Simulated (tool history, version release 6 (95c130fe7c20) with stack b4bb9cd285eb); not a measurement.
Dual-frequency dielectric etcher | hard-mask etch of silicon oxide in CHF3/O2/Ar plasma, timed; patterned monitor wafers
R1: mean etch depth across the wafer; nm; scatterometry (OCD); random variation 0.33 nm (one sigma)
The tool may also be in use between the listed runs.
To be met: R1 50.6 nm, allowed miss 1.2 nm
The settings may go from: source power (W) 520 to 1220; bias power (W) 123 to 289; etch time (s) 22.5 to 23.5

{"run": 1, "hour": 0.0, "source power (W)": 870, "bias power (W)": 206, "etch time (s)": 22.5, "R1": 56.646}
{"run": 2, "hour": 2.6, "source power (W)": 980, "bias power (W)": 206, "etch time (s)": 22.5, "R1": 58.607}
{"run": 3, "hour": 9.0, "source power (W)": 910, "bias power (W)": 199, "etch time (s)": 22.5, "R1": 56.988}
{"run": 4, "hour": 16.4, "source power (W)": 1040, "bias power (W)": 199, "etch time (s)": 22.5, "R1": 58.747}
{"hour": 21.2, "done": "wet clean of the chamber"}
{"run": 5, "hour": 21.2, "source power (W)": 1040, "bias power (W)": 216, "etch time (s)": 22.5, "R1": 59.39}
{"run": 6, "hour": 29.9, "source power (W)": 1040, "bias power (W)": 216, "etch time (s)": 23.5, "R1": 61.339}
{"run": 7, "hour": 31.4, "source power (W)": 910, "bias power (W)": 193, "etch time (s)": 23.5, "R1": 57.457}
{"run": 8, "hour": 32.3, "source power (W)": 860, "bias power (W)": 185, "etch time (s)": 23.5, "R1": 56.292}
{"run": 9, "hour": 36.9, "source power (W)": 820, "bias power (W)": 178, "etch time (s)": 23.5, "R1": 54.773}
{"run": 10, "hour": 38.4, "source power (W)": 780, "bias power (W)": 174, "etch time (s)": 23.5, "R1": 53.597}

Which of these 5 next moves meets every target?
{"run": "A", "hour": 39.9, "source power (W)": 780, "bias power (W)": 204, "etch time (s)": 23, "R1": "?"}
{"run": "B", "hour": 39.9, "source power (W)": 790, "bias power (W)": 203, "etch time (s)": 23, "R1": "?"}
{"run": "C", "hour": 39.9, "source power (W)": 750, "bias power (W)": 185, "etch time (s)": 23, "R1": "?"}
{"run": "D", "hour": 39.9, "source power (W)": 670, "bias power (W)": 178, "etch time (s)": 22.5, "R1": "?"}
{"run": "E", "hour": 39.9, "source power (W)": 840, "bias power (W)": 181, "etch time (s)": 23.5, "R1": "?"}

move=A R1=54.564
move=B R1=54.653
move=C R1=52.637
move=D R1=49.676
move=E R1=54.922
A: further off than the last run
B: further off than the last run
C: nearer than the last run, and not there yet
D: meets every target
E: further off than the last run
Answer: D

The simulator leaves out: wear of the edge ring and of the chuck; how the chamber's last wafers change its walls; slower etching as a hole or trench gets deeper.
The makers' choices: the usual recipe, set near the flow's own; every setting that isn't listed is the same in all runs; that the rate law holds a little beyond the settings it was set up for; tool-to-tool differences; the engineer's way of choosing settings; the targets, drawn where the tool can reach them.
